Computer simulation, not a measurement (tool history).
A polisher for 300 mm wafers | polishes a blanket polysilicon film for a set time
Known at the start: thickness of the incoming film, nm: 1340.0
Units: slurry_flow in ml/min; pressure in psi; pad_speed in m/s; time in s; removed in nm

run 1 day=0.000 | slurry_flow=170 pressure=2.2 pad_speed=0.78 time=120 | removed=538.60
run 2 day=0.342 | slurry_flow=165 pressure=2.0 pad_speed=0.76 time=120 | removed=477.59
run 3 day=0.400 | slurry_flow=160 pressure=1.8 pad_speed=0.74 time=120 | removed=419.50
run 4 day=0.642 | slurry_flow=155 pressure=1.7 pad_speed=0.72 time=120 | removed=387.92
run 5 day=0.829 | slurry_flow=150 pressure=1.6 pad_speed=0.72 time=120 | removed=366.05
run 6 day=1.146 | slurry_flow=135 pressure=1.6 pad_speed=0.72 time=120 | removed=353.65
run 7 day=1.504 | slurry_flow=130 pressure=1.5 pad_speed=0.72 time=120 | removed=331.45

For run 8, what comes out?
run 8 day=1.679 | slurry_flow=110 pressure=1.0 pad_speed=0.72 time=120 | removed=?

Run 8 yielded removed 218.40 nm.

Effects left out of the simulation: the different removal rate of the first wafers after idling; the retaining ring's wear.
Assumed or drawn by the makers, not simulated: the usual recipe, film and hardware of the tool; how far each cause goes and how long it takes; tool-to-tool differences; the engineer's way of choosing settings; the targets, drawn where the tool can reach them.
